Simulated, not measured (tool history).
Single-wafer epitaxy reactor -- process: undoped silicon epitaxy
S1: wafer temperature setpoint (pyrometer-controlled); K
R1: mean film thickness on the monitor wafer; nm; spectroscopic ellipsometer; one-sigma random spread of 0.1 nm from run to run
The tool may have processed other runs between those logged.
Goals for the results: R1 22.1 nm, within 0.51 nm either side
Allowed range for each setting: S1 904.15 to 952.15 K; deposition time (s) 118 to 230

Run 1, hour 0: S1 928.15 K, deposition time (s) 174. Result: R1 34.325 nm.
Run 2, hour 7.9: S1 934.15 K, deposition time (s) 174. Result: R1 38.732 nm.
Run 3, hour 8.8: S1 934.15 K, deposition time (s) 164. Result: R1 35.953 nm.
Run 4, hour 11.5: S1 934.15 K, deposition time (s) 155. Result: R1 34.431 nm.
Run 5, hour 20.2: S1 934.15 K, deposition time (s) 168. Result: R1 37.154 nm.
Run 6, hour 26.7: S1 924.15 K, deposition time (s) 168. Result: R1 30.768 nm.
Run 7, hour 32.2: S1 921.15 K, deposition time (s) 168. Result: R1 29.135 nm.
Run 8, hour 34.9: S1 919.15 K, deposition time (s) 168. Result: R1 27.837 nm.
Run 9, hour 42.6: S1 919.15 K, deposition time (s) 168. Result: R1 27.918 nm.
Run 10, hour 51.5: S1 917.15 K, deposition time (s) 168. Result: R1 26.568 nm.
Run 11, hour 56.2: S1 916.15 K, deposition time (s) 168. Result: R1 26.376 nm.
Run 12, hour 56.8: S1 915.15 K, deposition time (s) 168. Result: R1 25.817 nm.
Run 13, hour 62.5: S1 914.15 K, deposition time (s) 168. Result: R1 25.384 nm.

Pick the move, out of 5, that brings all results within their allowed miss; only one does.
Run A, hour 68.2: S1 904.15 K, deposition time (s) 180. Result: R1 ?.
Run B, hour 68.2: S1 904.15 K, deposition time (s) 170. Result: R1 ?.
Run C, hour 68.2: S1 921.15 K, deposition time (s) 172. Result: R1 ?.
Run D, hour 68.2: S1 908.15 K, deposition time (s) 156. Result: R1 ?.
Run E, hour 68.2: S1 915.15 K, deposition time (s) 178. Result: R1 ?.

move      R1
   A  22.367
   B  21.124
   C  29.793
   D  20.981
   E  27.455
A: in spec on every target
B: takes the result that was furthest off past its target
C: lands further from the targets than the last run did
D: takes the result that was furthest off past its target
E: lands further from the targets than the last run did
Answer: A
